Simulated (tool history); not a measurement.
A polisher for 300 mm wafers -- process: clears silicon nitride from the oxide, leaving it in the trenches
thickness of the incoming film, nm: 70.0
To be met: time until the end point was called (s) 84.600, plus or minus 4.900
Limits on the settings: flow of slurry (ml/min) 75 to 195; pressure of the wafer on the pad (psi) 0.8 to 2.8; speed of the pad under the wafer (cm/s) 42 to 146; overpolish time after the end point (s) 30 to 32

run	day	flow of slurry (ml/min)	pressure of the wafer on the pad (psi)	speed of the pad under the wafer (cm/s)	overpolish time after the end point (s)	time until the end point was called (s)
1	0.000	125	1.8	94	30	146.050
2	0.246	140	1.8	94	30	142.890
3	0.517	140	1.8	108	30	123.860
4	0.833	140	1.9	108	30	117.400
5	0.942	155	1.9	108	30	113.320
6	1.146	155	1.9	108	30	116.200
7	1.300	155	2.0	108	30	110.180
8	1.479	155	2.1	108	30	106.070
9	1.750	155	2.2	108	30	100.120
10	1.929	155	2.3	108	30	97.899
11	2.150	155	2.4	108	30	92.872

Which one of the following 4 next-run settings gets every result inside its allowed miss? There is exactly one.
A	2.371	115	2.4	106	30	?
B	2.371	160	2.2	110	31	?
C	2.371	160	2.3	108	30	?
D	2.371	120	2.4	124	32	?

move	time until the end point was called (s)
A	97.807
B	96.206
C	93.905
D	83.165
A: lands further from the targets than the last run did
B: lands further from the targets than the last run did
C: lands further from the targets than the last run did
D: in spec on every target
D is the move that brings every result within its allowed miss.

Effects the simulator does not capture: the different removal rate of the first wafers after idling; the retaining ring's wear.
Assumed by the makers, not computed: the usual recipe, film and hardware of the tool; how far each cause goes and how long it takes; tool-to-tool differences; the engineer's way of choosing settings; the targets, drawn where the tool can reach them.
